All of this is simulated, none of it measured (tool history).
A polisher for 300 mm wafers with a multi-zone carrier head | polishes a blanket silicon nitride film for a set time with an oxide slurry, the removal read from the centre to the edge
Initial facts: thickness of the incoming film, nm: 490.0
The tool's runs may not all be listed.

run  hour  flow of slurry (ml/min)  pressure of the head's centre zone  pressure of the head's middle zone  pressure of the head's edge zone  abrasive content of the slurry  polishing time (s)  film removed at the wafer's centre (angstrom)  film removed at mid-radius (angstrom)  film removed at the wafer's edge (angstrom)
  1     0                      190                                   1                                   1                                 1                               1                  53                                            297                                 323.67                                       324.71
  2   4.1                      185                                0.98                                0.97                              0.98                            0.95                  53                                         283.69                                  306.8                                       313.22
  3   8.1                      185                                0.98                                0.97                              0.91                            0.95                  53                                          281.8                                 311.21                                        301.2
  4  16.3                      185                                1.06                                0.97                              0.91                            0.95                  53                                         311.26                                  303.4                                       300.98
  5    23                      185                                1.03                                0.97                              0.91                            0.95                  53                                         291.21                                 307.56                                       301.99
     25.6  -- centre zone pressure recalibrated
  6  25.6                      175                                1.01                                0.94                              0.91                             0.9                  53                                         303.93                                 288.21                                       293.85
  7  32.2                      185                                0.97                                0.94                              0.94                            0.85                  52                                         281.43                                 270.91                                       283.76
  8  34.9                      185                                0.94                                0.95                              0.96                             0.8                  51                                         257.84                                  266.1                                       269.41
  9  36.5                      180                                0.92                                0.95                              0.99                             0.8                  50                                         245.75                                 254.38                                       267.33

Run 10 is up next; what results do you expect?
 10  43.5                      135                                0.82                                0.89                              0.95                            0.75                  50                                              ?                                      ?                                            ?

Run 10 yielded film removed at the wafer's centre (angstrom) 191.42, film removed at mid-radius (angstrom) 212.59, film removed at the wafer's edge (angstrom) 235.71.
